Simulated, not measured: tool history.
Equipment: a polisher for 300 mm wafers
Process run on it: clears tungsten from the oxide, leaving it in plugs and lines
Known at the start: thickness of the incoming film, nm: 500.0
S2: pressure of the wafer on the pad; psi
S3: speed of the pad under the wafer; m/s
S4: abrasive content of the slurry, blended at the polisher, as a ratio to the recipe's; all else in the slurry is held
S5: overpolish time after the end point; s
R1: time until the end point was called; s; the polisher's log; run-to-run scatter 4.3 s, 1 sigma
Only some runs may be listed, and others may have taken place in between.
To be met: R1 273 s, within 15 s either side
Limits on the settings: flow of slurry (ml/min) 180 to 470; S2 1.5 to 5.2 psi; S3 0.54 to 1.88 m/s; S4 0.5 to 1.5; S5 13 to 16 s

{"run": 1, "hour": 0.0, "flow of slurry (ml/min)": 300, "S2": 3.3, "S3": 1.2, "S4": 1, "S5": 16, "R1": 96.193}
{"run": 2, "hour": 8.5, "flow of slurry (ml/min)": 295, "S2": 2.9, "S3": 1.06, "S4": 1, "S5": 16, "R1": 124.62}
{"run": 3, "hour": 15.9, "flow of slurry (ml/min)": 295, "S2": 2.4, "S3": 1.06, "S4": 1, "S5": 16, "R1": 149.37}
{"run": 4, "hour": 20.7, "flow of slurry (ml/min)": 295, "S2": 2.4, "S3": 1.06, "S4": 0.9, "S5": 16, "R1": 151.39}
{"run": 5, "hour": 28.4, "flow of slurry (ml/min)": 295, "S2": 2.4, "S3": 1.06, "S4": 0.9, "S5": 13, "R1": 153.39}
{"run": 6, "hour": 35.0, "flow of slurry (ml/min)": 295, "S2": 2.4, "S3": 1.06, "S4": 0.75, "S5": 13, "R1": 161.22}
{"run": 7, "hour": 35.9, "flow of slurry (ml/min)": 295, "S2": 2.2, "S3": 1, "S4": 0.75, "S5": 13, "R1": 185.02}
{"run": 8, "hour": 41.7, "flow of slurry (ml/min)": 295, "S2": 2, "S3": 0.96, "S4": 0.75, "S5": 13, "R1": 209.94}
{"run": 9, "hour": 43.2, "flow of slurry (ml/min)": 295, "S2": 1.9, "S3": 0.94, "S4": 0.75, "S5": 13, "R1": 213.75}
{"run": 10, "hour": 48.6, "flow of slurry (ml/min)": 295, "S2": 1.8, "S3": 0.9, "S4": 0.75, "S5": 13, "R1": 247.81}
{"run": 11, "hour": 50.9, "flow of slurry (ml/min)": 295, "S2": 1.5, "S3": 0.9, "S4": 0.75, "S5": 13, "R1": 283.54}

Exactly one of the 5 candidate moves below puts every result within its allowed miss. Which one?
{"run": "A", "hour": 53.2, "flow of slurry (ml/min)": 235, "S2": 1.5, "S3": 0.9, "S4": 0.7, "S5": 13, "R1": "?"}
{"run": "B", "hour": 53.2, "flow of slurry (ml/min)": 265, "S2": 1.7, "S3": 0.88, "S4": 0.7, "S5": 16, "R1": "?"}
{"run": "C", "hour": 53.2, "flow of slurry (ml/min)": 355, "S2": 1.5, "S3": 0.8, "S4": 0.9, "S5": 13, "R1": "?"}
{"run": "D", "hour": 53.2, "flow of slurry (ml/min)": 250, "S2": 1.6, "S3": 0.74, "S4": 1.05, "S5": 16, "R1": "?"}
{"run": "E", "hour": 53.2, "flow of slurry (ml/min)": 295, "S2": 1.6, "S3": 1, "S4": 0.8, "S5": 15, "R1": "?"}

move=A R1=305.64
move=B R1=274.47
move=C R1=309.83
move=D R1=310.7
move=E R1=246.4
A: its largest miss is bigger than the last run's
B: each result inside its tolerance
C: its largest miss is bigger than the last run's
D: its largest miss is bigger than the last run's
E: pushes the last run's worst result past its target
B is the move that brings every result within its allowed miss.
